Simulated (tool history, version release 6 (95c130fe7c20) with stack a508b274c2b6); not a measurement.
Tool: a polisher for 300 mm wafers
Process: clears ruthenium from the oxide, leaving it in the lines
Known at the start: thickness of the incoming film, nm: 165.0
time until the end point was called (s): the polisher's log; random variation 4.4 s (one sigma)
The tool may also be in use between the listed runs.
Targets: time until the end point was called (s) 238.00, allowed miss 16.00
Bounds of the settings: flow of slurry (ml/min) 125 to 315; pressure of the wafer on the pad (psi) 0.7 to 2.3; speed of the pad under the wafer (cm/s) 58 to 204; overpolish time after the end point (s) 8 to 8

run,hour,flow of slurry (ml/min),pressure of the wafer on the pad (psi),speed of the pad under the wafer (cm/s),overpolish time after the end point (s),time until the end point was called (s)
1,0.0,205,1.5,130,8,143.46
2,0.7,245,1.5,130,8,144.86
3,2.1,245,1.3,128,8,170.00
4,5.7,245,1.2,126,8,179.43
5,12.1,245,1.2,126,8,187.99
6,14.4,245,1.2,126,8,190.76
7,15.2,245,1.1,126,8,197.86
8,23.1,245,1.0,124,8,224.11

5 next moves are on the table. One of them brings every result within its allowed miss. Which?
A,31.0,240,0.9,108,8,?
B,31.0,255,1.0,114,8,?
C,31.0,235,0.7,198,8,?
D,31.0,165,1.1,126,8,?
E,31.0,205,0.7,148,8,?

move,time until the end point was called (s)
A,276.70
B,236.59
C,193.62
D,207.84
E,261.58
A: takes the result that was furthest off past its target
B: meets every target
C: further off than the last run
D: further off than the last run
E: takes the result that was furthest off past its target
Move B is the one to make.
